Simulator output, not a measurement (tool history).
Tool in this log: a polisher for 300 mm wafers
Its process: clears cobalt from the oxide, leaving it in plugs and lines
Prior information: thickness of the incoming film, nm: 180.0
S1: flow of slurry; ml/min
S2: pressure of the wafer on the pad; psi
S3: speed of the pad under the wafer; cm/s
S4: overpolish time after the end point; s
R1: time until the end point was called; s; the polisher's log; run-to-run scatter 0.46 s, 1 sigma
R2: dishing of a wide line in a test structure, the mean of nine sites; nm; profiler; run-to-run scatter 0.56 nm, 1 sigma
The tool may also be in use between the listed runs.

{"run": 1, "hour": 0.0, "S1": 290, "S2": 1.4, "S3": 106, "S4": 25, "R1": 51.71, "R2": 53.229}
{"run": 2, "hour": 6.3, "S1": 290, "S2": 1.4, "S3": 106, "S4": 20, "R1": 53.224, "R2": 47.305}
{"run": 3, "hour": 10.8, "S1": 360, "S2": 1.4, "S3": 106, "S4": 20, "R1": 50.57, "R2": 48.233}
{"run": 4, "hour": 18.7, "S1": 365, "S2": 1.6, "S3": 106, "S4": 17, "R1": 44.809, "R2": 45.997}
{"run": 5, "hour": 20.4, "S1": 365, "S2": 1.7, "S3": 106, "S4": 17, "R1": 42.859, "R2": 48.805}
{"run": 6, "hour": 21.1, "S1": 365, "S2": 1.7, "S3": 106, "S4": 8, "R1": 42.113, "R2": 27.735}
{"run": 7, "hour": 30.1, "S1": 365, "S2": 1.8, "S3": 108, "S4": 10, "R1": 40.381, "R2": 34.806}
{"run": 8, "hour": 32.1, "S1": 365, "S2": 1.9, "S3": 108, "S4": 11, "R1": 37.069, "R2": 38.908}
{"run": 9, "hour": 35.4, "S1": 365, "S2": 2, "S3": 108, "S4": 12, "R1": 36.252, "R2": 43.056}

What will run 10 give?
{"run": 10, "hour": 41.6, "S1": 370, "S2": 2, "S3": 108, "S4": 12, "R1": "?", "R2": "?"}

Run 10 produced R1 34.854 s, R2 42.584 nm.
